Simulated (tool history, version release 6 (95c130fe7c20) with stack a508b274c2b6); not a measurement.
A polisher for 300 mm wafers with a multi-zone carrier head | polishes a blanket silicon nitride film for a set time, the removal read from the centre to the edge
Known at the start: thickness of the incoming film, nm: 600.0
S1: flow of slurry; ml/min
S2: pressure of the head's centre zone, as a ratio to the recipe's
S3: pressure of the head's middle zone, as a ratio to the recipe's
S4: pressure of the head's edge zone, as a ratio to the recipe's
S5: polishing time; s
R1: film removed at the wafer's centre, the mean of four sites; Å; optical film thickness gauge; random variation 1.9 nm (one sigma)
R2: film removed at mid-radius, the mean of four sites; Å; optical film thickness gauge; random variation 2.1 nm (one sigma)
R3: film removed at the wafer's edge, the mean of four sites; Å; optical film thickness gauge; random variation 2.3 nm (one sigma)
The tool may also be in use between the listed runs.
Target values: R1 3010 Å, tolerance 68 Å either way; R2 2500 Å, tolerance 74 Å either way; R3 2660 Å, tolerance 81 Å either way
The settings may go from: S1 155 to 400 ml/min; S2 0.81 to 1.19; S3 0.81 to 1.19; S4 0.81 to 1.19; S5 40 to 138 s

Run 1, day 0: S1 255 ml/min, S2 1, S3 1, S4 1, S5 88 s. Result: R1 2023.5 Å, R2 1937.4 Å, R3 1990.6 Å.
Run 2, day 0.333: S1 255 ml/min, S2 1, S3 1, S4 1, S5 77 s. Result: R1 1775.6 Å, R2 1714.7 Å, R3 1766.7 Å.
Run 3, day 0.558: S1 275 ml/min, S2 1.05, S3 1.02, S4 1.05, S5 85 s. Result: R1 2091.5 Å, R2 1931.2 Å, R3 1999.2 Å.
Run 4, day 0.925: S1 290 ml/min, S2 1.09, S3 1.03, S4 1.09, S5 90 s. Result: R1 2281.9 Å, R2 2058.1 Å, R3 2147.1 Å.
Run 5, day 1.008: S1 250 ml/min, S2 1.09, S3 1.03, S4 1.09, S5 90 s. Result: R1 2280.1 Å, R2 2042.1 Å, R3 2124.8 Å.
Run 6, day 1.108: S1 250 ml/min, S2 1.09, S3 1.03, S4 1.09, S5 109 s. Result: R1 2715.8 Å, R2 2476.1 Å, R3 2610.7 Å.
Run 7, day 1.275: S1 265 ml/min, S2 1.11, S3 1.03, S4 1.09, S5 109 s. Result: R1 2766.3 Å, R2 2493.5 Å, R3 2552.1 Å.
Run 8, day 1.442: S1 270 ml/min, S2 1.13, S3 1.03, S4 1.11, S5 109 s. Result: R1 2805.9 Å, R2 2455.9 Å, R3 2596.2 Å.
Run 9, day 1.708: S1 270 ml/min, S2 1.15, S3 1.03, S4 1.12, S5 110 s. Result: R1 2936.1 Å, R2 2509 Å, R3 2662.1 Å.

Which one of the following 4 next-run settings gets every result inside its allowed miss? There is exactly one.
Run A, day 1.975: S1 295 ml/min, S2 1.13, S3 1.07, S4 1.16, S5 106 s. Result: R1 ?, R2 ?, R3 ?.
Run B, day 1.975: S1 290 ml/min, S2 1.11, S3 1, S4 1.09, S5 110 s. Result: R1 ?, R2 ?, R3 ?.
Run C, day 1.975: S1 260 ml/min, S2 1.1, S3 1, S4 1.12, S5 113 s. Result: R1 ?, R2 ?, R3 ?.
Run D, day 1.975: S1 280 ml/min, S2 1.17, S3 1.02, S4 1.12, S5 110 s. Result: R1 ?, R2 ?, R3 ?.

move      R1      R2      R3
   A  2830.4  2532.7  2601.7
   B  2877.7  2477.6  2614.1
   C    2889  2513.4  2696.8
   D  3021.8  2508.8  2641.8
A: misses by more than the last run did
B: misses by more than the last run did
C: misses by more than the last run did
D: all results land within tolerance of their targets
Answer: D
